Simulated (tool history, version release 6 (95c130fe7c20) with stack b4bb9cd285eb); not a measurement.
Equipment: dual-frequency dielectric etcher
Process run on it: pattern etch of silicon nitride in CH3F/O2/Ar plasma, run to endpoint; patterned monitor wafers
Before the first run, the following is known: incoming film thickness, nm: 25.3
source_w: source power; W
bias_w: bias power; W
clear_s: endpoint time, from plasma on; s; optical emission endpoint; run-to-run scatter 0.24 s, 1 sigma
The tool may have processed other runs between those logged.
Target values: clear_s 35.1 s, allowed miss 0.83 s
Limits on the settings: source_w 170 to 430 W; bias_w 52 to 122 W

{"run": 1, "hour": 0.0, "source_w": 300, "bias_w": 87, "clear_s": 41.001}
{"run": 2, "hour": 0.7, "source_w": 300, "bias_w": 73, "clear_s": 44.324}
{"run": 3, "hour": 4.0, "source_w": 300, "bias_w": 64, "clear_s": 46.827}
{"run": 4, "hour": 8.4, "source_w": 360, "bias_w": 64, "clear_s": 43.741}
{"run": 5, "hour": 9.3, "source_w": 330, "bias_w": 64, "clear_s": 44.729}
{"run": 6, "hour": 10.3, "source_w": 330, "bias_w": 52, "clear_s": 48.461}
{"run": 7, "hour": 14.9, "source_w": 340, "bias_w": 56, "clear_s": 46.566}
{"run": 8, "hour": 17.9, "source_w": 350, "bias_w": 59, "clear_s": 45.474}
{"run": 9, "hour": 25.0, "source_w": 360, "bias_w": 62, "clear_s": 43.869}
{"hour": 29.4, "done": "wet clean of the chamber"}
{"run": 10, "hour": 29.4, "source_w": 370, "bias_w": 64, "clear_s": 40.934}
{"run": 11, "hour": 33.1, "source_w": 380, "bias_w": 64, "clear_s": 40.325}
{"run": 12, "hour": 35.1, "source_w": 380, "bias_w": 65, "clear_s": 39.857}
{"run": 13, "hour": 42.3, "source_w": 410, "bias_w": 67, "clear_s": 38.667}

Which single option among these 5 for the next run brings every result within its allowed miss of target? Just one does.
{"run": "A", "hour": 49.5, "source_w": 430, "bias_w": 94, "clear_s": "?"}
{"run": "B", "hour": 49.5, "source_w": 430, "bias_w": 95, "clear_s": "?"}
{"run": "C", "hour": 49.5, "source_w": 430, "bias_w": 69, "clear_s": "?"}
{"run": "D", "hour": 49.5, "source_w": 430, "bias_w": 91, "clear_s": "?"}
{"run": "E", "hour": 49.5, "source_w": 430, "bias_w": 80, "clear_s": "?"}

move=A clear_s=33.422
move=B clear_s=33.286
move=C clear_s=37.555
move=D clear_s=33.842
move=E clear_s=35.541
A: carries the result that was furthest off beyond its target, to the other side
B: carries the result that was furthest off beyond its target, to the other side
C: better than the last run, though not everything is in spec
D: carries the result that was furthest off beyond its target, to the other side
E: every result within its allowed miss
Correct choice: E, which meets every target
